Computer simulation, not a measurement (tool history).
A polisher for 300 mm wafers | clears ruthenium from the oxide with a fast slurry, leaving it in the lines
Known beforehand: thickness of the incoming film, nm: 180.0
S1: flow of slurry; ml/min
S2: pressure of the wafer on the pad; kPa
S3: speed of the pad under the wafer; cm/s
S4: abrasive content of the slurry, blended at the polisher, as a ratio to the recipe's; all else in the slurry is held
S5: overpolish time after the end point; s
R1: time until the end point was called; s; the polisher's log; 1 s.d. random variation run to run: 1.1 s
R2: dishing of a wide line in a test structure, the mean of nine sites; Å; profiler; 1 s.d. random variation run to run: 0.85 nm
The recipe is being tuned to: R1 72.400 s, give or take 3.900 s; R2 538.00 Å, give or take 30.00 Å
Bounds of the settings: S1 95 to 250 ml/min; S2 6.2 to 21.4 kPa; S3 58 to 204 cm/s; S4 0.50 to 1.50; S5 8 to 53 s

{"run": 1, "hour": 0.0, "S1": 160, "S2": 13.8, "S3": 130, "S4": 1.0, "S5": 27, "R1": 50.291, "R2": 692.5}
{"run": 2, "hour": 4.3, "S1": 180, "S2": 13.8, "S3": 130, "S4": 1.0, "S5": 27, "R1": 49.003, "R2": 678.65}
{"run": 3, "hour": 5.3, "S1": 180, "S2": 13.8, "S3": 158, "S4": 1.0, "S5": 27, "R1": 41.367, "R2": 829.68}
{"run": 4, "hour": 8.4, "S1": 165, "S2": 13.8, "S3": 158, "S4": 1.0, "S5": 27, "R1": 42.191, "R2": 807.3}
{"run": 5, "hour": 10.9, "S1": 165, "S2": 13.8, "S3": 158, "S4": 1.0, "S5": 21, "R1": 42.264, "R2": 661.12}
{"run": 6, "hour": 16.1, "S1": 145, "S2": 13.8, "S3": 158, "S4": 1.0, "S5": 21, "R1": 42.505, "R2": 655.73}
{"run": 7, "hour": 24.9, "S1": 145, "S2": 13.8, "S3": 158, "S4": 1.0, "S5": 21, "R1": 42.007, "R2": 635.55}
{"run": 8, "hour": 30.7, "S1": 145, "S2": 11.7, "S3": 158, "S4": 1.0, "S5": 23, "R1": 47.407, "R2": 616.35}
{"run": 9, "hour": 33.1, "S1": 145, "S2": 10.3, "S3": 154, "S4": 1.0, "S5": 25, "R1": 54.275, "R2": 622.65}
{"run": 10, "hour": 39.5, "S1": 145, "S2": 9.7, "S3": 154, "S4": 1.0, "S5": 25, "R1": 58.721, "R2": 592.13}
{"run": 11, "hour": 44.3, "S1": 145, "S2": 9.0, "S3": 154, "S4": 1.0, "S5": 25, "R1": 61.241, "R2": 553.04}
{"run": 12, "hour": 52.3, "S1": 145, "S2": 8.3, "S3": 154, "S4": 1.0, "S5": 26, "R1": 63.698, "R2": 543.96}
{"run": 13, "hour": 57.7, "S1": 135, "S2": 6.2, "S3": 152, "S4": 1.0, "S5": 30, "R1": 78.887, "R2": 516.14}
{"run": 14, "hour": 62.4, "S1": 140, "S2": 6.2, "S3": 152, "S4": 1.0, "S5": 30, "R1": 79.504, "R2": 515.4}

Consider the 5 candidate settings below. Which is the only one whose results all fall within their allowed miss of target?
{"run": "A", "hour": 67.1, "S1": 110, "S2": 7.6, "S3": 154, "S4": 0.95, "S5": 25, "R1": "?", "R2": "?"}
{"run": "B", "hour": 67.1, "S1": 150, "S2": 6.2, "S3": 180, "S4": 1.05, "S5": 25, "R1": "?", "R2": "?"}
{"run": "C", "hour": 67.1, "S1": 135, "S2": 7.6, "S3": 132, "S4": 1.2, "S5": 29, "R1": "?", "R2": "?"}
{"run": "D", "hour": 67.1, "S1": 135, "S2": 6.9, "S3": 148, "S4": 1.1, "S5": 26, "R1": "?", "R2": "?"}
{"run": "E", "hour": 67.1, "S1": 165, "S2": 6.2, "S3": 140, "S4": 1.0, "S5": 27, "R1": "?", "R2": "?"}

move=A R1=73.266 R2=466.48
move=B R1=63.670 R2=528.41
move=C R1=73.052 R2=533.53
move=D R1=72.181 R2=489.57
move=E R1=81.726 R2=453.15
A: meets the target for the result that was furthest off, but another lies outside its allowed miss
B: takes the result that was furthest off past its target
C: all results in spec
D: meets the target for the result that was furthest off, but another lies outside its allowed miss
E: its largest miss is bigger than the last run's
Move C is the one to make.
